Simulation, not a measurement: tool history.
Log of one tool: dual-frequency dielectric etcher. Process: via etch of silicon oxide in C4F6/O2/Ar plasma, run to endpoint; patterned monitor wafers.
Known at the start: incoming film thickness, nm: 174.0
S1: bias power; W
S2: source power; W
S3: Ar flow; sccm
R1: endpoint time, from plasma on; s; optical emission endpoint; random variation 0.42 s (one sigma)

Run 1, hour 0.0: S1 499 W, S2 250 W, S3 237 sccm. Result: R1 45.634 s.
Run 2, hour 2.4: S1 499 W, S2 250 W, S3 212 sccm. Result: R1 44.556 s.
Run 3, hour 10.7: S1 499 W, S2 290 W, S3 212 sccm. Result: R1 42.743 s.
Run 4, hour 11.4: S1 499 W, S2 320 W, S3 212 sccm. Result: R1 41.646 s.
Run 5, hour 17.5: S1 499 W, S2 320 W, S3 187 sccm. Result: R1 40.253 s.
Run 6, hour 20.3: S1 499 W, S2 320 W, S3 207 sccm. Result: R1 40.687 s.

Forecast run 7:
Run 7, hour 29.3: S1 468 W, S2 310 W, S3 214 sccm. Result: R1 ?.

{"run 7": {"R1": 42.938}}
